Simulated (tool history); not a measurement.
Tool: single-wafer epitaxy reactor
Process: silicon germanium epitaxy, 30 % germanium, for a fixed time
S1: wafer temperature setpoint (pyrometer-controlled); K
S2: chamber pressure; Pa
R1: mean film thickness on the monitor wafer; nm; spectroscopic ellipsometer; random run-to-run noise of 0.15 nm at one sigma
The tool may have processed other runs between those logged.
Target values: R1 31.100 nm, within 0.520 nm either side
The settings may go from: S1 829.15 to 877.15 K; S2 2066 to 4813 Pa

Run 1, hour 0.0: S1 853.15 K, S2 3440 Pa. Result: R1 40.783 nm.
Run 2, hour 8.1: S1 843.15 K, S2 3440 Pa. Result: R1 32.491 nm.
Run 3, hour 14.7: S1 842.15 K, S2 3440 Pa. Result: R1 32.011 nm.
Run 4, hour 18.4: S1 831.15 K, S2 3440 Pa. Result: R1 24.918 nm.
Run 5, hour 26.9: S1 831.15 K, S2 2866 Pa. Result: R1 22.645 nm.
Run 6, hour 31.1: S1 836.15 K, S2 2880 Pa. Result: R1 25.227 nm.
Run 7, hour 38.6: S1 839.15 K, S2 2880 Pa. Result: R1 27.251 nm.
Run 8, hour 43.8: S1 841.15 K, S2 2880 Pa. Result: R1 28.178 nm.
Run 9, hour 47.7: S1 841.15 K, S2 2880 Pa. Result: R1 28.388 nm.
Run 10, hour 51.7: S1 847.15 K, S2 2893 Pa. Result: R1 32.615 nm.
Run 11, hour 57.6: S1 846.15 K, S2 2893 Pa. Result: R1 31.549 nm.

Exercise: of the 4 proposed moves below, exactly one satisfies all targets within the stated allowed misses. Which move is it?
Run A, hour 63.5: S1 846.15 K, S2 2986 Pa. Result: R1 ?.
Run B, hour 63.5: S1 847.15 K, S2 2893 Pa. Result: R1 ?.
Run C, hour 63.5: S1 845.15 K, S2 3053 Pa. Result: R1 ?.
Run D, hour 63.5: S1 840.15 K, S2 3533 Pa. Result: R1 ?.

move      R1
   A  32.244
   B  32.380
   C  31.927
   D  30.894
A: lands further from the targets than the last run did
B: lands further from the targets than the last run did
C: lands further from the targets than the last run did
D: every result lands within tolerance
Move D is the one to make.

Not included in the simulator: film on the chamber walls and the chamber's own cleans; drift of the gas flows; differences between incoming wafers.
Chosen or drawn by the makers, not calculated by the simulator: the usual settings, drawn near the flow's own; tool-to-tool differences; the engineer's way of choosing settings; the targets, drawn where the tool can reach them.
